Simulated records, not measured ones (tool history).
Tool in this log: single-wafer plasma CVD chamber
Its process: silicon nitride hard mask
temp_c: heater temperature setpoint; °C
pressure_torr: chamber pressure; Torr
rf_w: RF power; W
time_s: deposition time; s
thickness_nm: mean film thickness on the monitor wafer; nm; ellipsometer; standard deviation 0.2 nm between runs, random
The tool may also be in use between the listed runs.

Run 1, hour 0: temp_c 385 °C, pressure_torr 1.07 Torr, rf_w 280 W, time_s 28.5 s. Result: thickness_nm 28.018 nm.
Run 2, hour 1.2: temp_c 376 °C, pressure_torr 1.07 Torr, rf_w 280 W, time_s 28.5 s. Result: thickness_nm 28.152 nm.
Run 3, hour 3.2: temp_c 376 °C, pressure_torr 1.18 Torr, rf_w 295 W, time_s 28.5 s. Result: thickness_nm 30.596 nm.
Run 4, hour 9.6: temp_c 383 °C, pressure_torr 1.18 Torr, rf_w 295 W, time_s 28.5 s. Result: thickness_nm 29.952 nm.
At hour 12: thermocouple changed; heater temperature recalibrated.
Run 5, hour 12: temp_c 389 °C, pressure_torr 1.18 Torr, rf_w 295 W, time_s 28.5 s. Result: thickness_nm 29.915 nm.
Run 6, hour 13: temp_c 397 °C, pressure_torr 1.18 Torr, rf_w 295 W, time_s 28.5 s. Result: thickness_nm 29.937 nm.
Run 7, hour 13.9: temp_c 397 °C, pressure_torr 1.26 Torr, rf_w 305 W, time_s 28.5 s. Result: thickness_nm 31.094 nm.
Run 8, hour 22.3: temp_c 397 °C, pressure_torr 1.32 Torr, rf_w 315 W, time_s 28.5 s. Result: thickness_nm 32.475 nm.
Run 9, hour 25.6: temp_c 397 °C, pressure_torr 1.36 Torr, rf_w 320 W, time_s 28.5 s. Result: thickness_nm 32.994 nm.

Run 10 is up next; what results do you expect?
Run 10, hour 31.1: temp_c 397 °C, pressure_torr 1.39 Torr, rf_w 325 W, time_s 28.5 s. Result: thickness_nm ?.

thickness_nm: 34.128 nm
